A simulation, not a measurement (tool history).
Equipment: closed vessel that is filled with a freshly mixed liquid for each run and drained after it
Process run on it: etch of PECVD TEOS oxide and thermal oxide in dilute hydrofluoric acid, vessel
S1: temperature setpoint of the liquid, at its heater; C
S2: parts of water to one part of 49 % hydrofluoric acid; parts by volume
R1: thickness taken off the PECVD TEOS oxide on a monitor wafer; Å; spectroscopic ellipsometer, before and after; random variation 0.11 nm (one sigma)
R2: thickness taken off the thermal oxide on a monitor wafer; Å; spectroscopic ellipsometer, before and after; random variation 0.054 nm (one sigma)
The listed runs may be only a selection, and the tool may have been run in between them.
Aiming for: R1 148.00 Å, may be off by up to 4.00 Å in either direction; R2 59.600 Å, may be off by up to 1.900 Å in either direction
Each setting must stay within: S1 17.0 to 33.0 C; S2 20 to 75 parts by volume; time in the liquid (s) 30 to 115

run 1 hour=0.0 | S1=25.0 S2=45 time_in_the_liquid_(s)=60 | R1=188.95 R2=75.222
run 2 hour=1.2 | S1=25.0 S2=45 time_in_the_liquid_(s)=75 | R1=234.82 R2=95.207
run 3 hour=9.6 | S1=23.0 S2=45 time_in_the_liquid_(s)=75 | R1=216.33 R2=87.190
run 4 hour=13.9 | S1=21.0 S2=45 time_in_the_liquid_(s)=75 | R1=198.52 R2=80.300
run 5 hour=18.9 | S1=21.0 S2=55 time_in_the_liquid_(s)=75 | R1=158.12 R2=65.029
run 6 hour=24.4 | S1=21.0 S2=55 time_in_the_liquid_(s)=55 | R1=117.93 R2=47.748
run 7 hour=32.5 | S1=22.5 S2=55 time_in_the_liquid_(s)=55 | R1=124.99 R2=49.909
run 8 hour=39.8 | S1=26.5 S2=50 time_in_the_liquid_(s)=55 | R1=163.46 R2=65.799

Of the 4 settings listed for the next run, only one would bring every result within its allowed miss of target. Which one?
run A hour=47.1 | S1=29.0 S2=50 time_in_the_liquid_(s)=45 | R1=? R2=?
run B hour=47.1 | S1=28.5 S2=75 time_in_the_liquid_(s)=85 | R1=? R2=?
run C hour=47.1 | S1=31.0 S2=70 time_in_the_liquid_(s)=75 | R1=? R2=?
run D hour=47.1 | S1=26.0 S2=55 time_in_the_liquid_(s)=60 | R1=? R2=?

move=A R1=148.36 R2=59.619
move=B R1=176.63 R2=70.978
move=C R1=185.21 R2=74.428
move=D R1=158.38 R2=63.645
A: meets every target
B: moves away from the targets compared with the last run
C: moves away from the targets compared with the last run
D: nearer than the last run, and not there yet
Go with A: it meets all targets.
